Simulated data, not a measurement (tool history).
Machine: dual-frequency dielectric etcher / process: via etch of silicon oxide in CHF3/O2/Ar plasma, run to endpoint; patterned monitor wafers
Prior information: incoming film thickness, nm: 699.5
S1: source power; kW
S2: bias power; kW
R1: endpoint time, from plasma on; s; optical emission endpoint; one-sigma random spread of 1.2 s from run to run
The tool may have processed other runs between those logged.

{"run": 1, "hour": 0.0, "S1": 0.74, "S2": 0.232, "R1": 281.59}
{"run": 2, "hour": 1.1, "S1": 0.74, "S2": 0.192, "R1": 305.23}
{"run": 3, "hour": 6.1, "S1": 0.86, "S2": 0.192, "R1": 290.96}
{"run": 4, "hour": 11.7, "S1": 0.98, "S2": 0.192, "R1": 278.7}
{"run": 5, "hour": 17.7, "S1": 0.99, "S2": 0.206, "R1": 270.79}
{"run": 6, "hour": 18.6, "S1": 0.99, "S2": 0.224, "R1": 261.31}
{"run": 7, "hour": 19.2, "S1": 1, "S2": 0.228, "R1": 258.39}

Run 8 is up next; what results do you expect?
{"run": 8, "hour": 25.9, "S1": 1.01, "S2": 0.231, "R1": "?"}

R1: 256.69 s
